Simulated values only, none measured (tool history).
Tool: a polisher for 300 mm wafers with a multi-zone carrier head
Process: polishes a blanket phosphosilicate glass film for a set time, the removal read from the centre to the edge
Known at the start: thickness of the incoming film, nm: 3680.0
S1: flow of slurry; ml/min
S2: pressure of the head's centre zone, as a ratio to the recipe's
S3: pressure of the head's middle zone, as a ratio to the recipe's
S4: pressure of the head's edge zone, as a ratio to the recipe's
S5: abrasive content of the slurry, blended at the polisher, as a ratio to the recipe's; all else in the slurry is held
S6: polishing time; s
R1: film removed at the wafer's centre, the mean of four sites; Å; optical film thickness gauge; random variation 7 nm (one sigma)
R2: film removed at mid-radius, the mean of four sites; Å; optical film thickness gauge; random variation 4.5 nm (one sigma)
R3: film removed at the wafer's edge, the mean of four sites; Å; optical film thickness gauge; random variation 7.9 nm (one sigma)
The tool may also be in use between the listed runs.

Run 1, hour 0: S1 210 ml/min, S2 1, S3 1, S4 1, S5 1, S6 88 s. Result: R1 7478.5 Å, R2 7432.6 Å, R3 7430.2 Å.
Run 2, hour 4: S1 210 ml/min, S2 1, S3 1, S4 1, S5 0.9, S6 88 s. Result: R1 6986.7 Å, R2 6879.7 Å, R3 6929.1 Å.
Run 3, hour 5: S1 210 ml/min, S2 1, S3 1, S4 1.08, S5 0.9, S6 88 s. Result: R1 7041.9 Å, R2 6985.7 Å, R3 7074.9 Å.
Run 4, hour 6.8: S1 210 ml/min, S2 1, S3 1, S4 1.08, S5 0.9, S6 68 s. Result: R1 5402.9 Å, R2 5413.5 Å, R3 5528.9 Å.
Run 5, hour 7.5: S1 210 ml/min, S2 1, S3 1, S4 1.08, S5 0.9, S6 82 s. Result: R1 6386.8 Å, R2 6451.8 Å, R3 6700.5 Å.
Run 6, hour 12.4: S1 210 ml/min, S2 1, S3 1, S4 1.08, S5 1.05, S6 82 s. Result: R1 7222 Å, R2 7147.6 Å, R3 7376.4 Å.
Run 7, hour 18.2: S1 165 ml/min, S2 0.93, S3 0.9, S4 0.98, S5 0.95, S6 82 s. Result: R1 5927 Å, R2 5895.7 Å, R3 6464.9 Å.

Run 8 comes next. What will it give?
Run 8, hour 24.4: S1 165 ml/min, S2 0.93, S3 0.9, S4 0.98, S5 0.95, S6 82 s. Result: R1 ?, R2 ?, R3 ?.

R1: 5843.6 Å
R2: 5904.6 Å
R3: 6451.6 Å
